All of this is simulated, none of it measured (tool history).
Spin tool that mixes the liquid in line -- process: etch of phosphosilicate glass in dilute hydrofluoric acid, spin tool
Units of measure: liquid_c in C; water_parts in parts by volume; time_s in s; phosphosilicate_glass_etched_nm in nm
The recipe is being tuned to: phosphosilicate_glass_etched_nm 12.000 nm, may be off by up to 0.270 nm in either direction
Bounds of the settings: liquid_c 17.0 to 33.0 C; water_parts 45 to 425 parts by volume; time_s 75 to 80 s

run	day	liquid_c	water_parts	time_s	phosphosilicate_glass_etched_nm
1	0.000	25.0	235	75	17.740
2	0.058	25.0	300	75	12.875
3	0.358	25.0	300	75	13.068
4	0.446	24.5	300	75	12.652
5	0.796	24.0	300	75	12.647
6	0.962	24.0	350	75	10.232
7	1.142	25.5	350	75	10.740
8	1.433	26.5	350	75	11.248
9	1.458	27.0	350	75	11.436
10	1.725	27.0	350	75	11.264
11	1.929	27.0	350	75	11.287
12	2.267	27.5	350	75	11.470
13	2.467	28.0	350	75	11.646

Which of these 4 next moves meets every target?
A	2.667	28.0	350	80	?
B	2.667	29.5	365	75	?
C	2.667	26.0	345	80	?
D	2.667	27.0	350	75	?

move	phosphosilicate_glass_etched_nm
A	12.417
B	11.527
C	11.863
D	11.272
A: pushes the last run's worst result past its target
B: the biggest miss grows against the last run
C: meets every target
D: the biggest miss grows against the last run
Go with C: it meets all targets.

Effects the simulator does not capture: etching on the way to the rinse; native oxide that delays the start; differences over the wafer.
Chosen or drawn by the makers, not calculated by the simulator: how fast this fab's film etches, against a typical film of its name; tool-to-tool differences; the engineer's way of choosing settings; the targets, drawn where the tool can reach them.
